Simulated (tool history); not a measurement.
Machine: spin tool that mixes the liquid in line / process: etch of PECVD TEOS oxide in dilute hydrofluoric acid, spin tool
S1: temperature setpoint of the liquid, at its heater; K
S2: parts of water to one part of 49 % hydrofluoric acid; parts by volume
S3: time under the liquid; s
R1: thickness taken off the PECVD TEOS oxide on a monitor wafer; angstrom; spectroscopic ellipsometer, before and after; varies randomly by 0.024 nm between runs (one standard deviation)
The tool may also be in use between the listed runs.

| run | hour | S1 | S2 | S3 | R1 |
|---|---|---|---|---|---|
| 1 | 0 | 295.15 | 95 | 15 | 31.797 |
| 2 | 2.6 | 296.15 | 95 | 15 | 33.354 |
| 3 | 9.6 | 296.65 | 95 | 15 | 34.044 |
| 4 | 15.6 | 297.65 | 95 | 15 | 35.183 |
| 5 | 22.3 | 294.65 | 95 | 15 | 31.087 |
| 6 | 29.5 | 294.65 | 70 | 15 | 43.706 |
| 7 | 30.2 | 293.65 | 70 | 15 | 42.443 |

The next listed run, before its measurement:
| 8 | 38.3 | 293.15 | 70 | 15 | ? |

{"run 8": {"R1": 41.157}}

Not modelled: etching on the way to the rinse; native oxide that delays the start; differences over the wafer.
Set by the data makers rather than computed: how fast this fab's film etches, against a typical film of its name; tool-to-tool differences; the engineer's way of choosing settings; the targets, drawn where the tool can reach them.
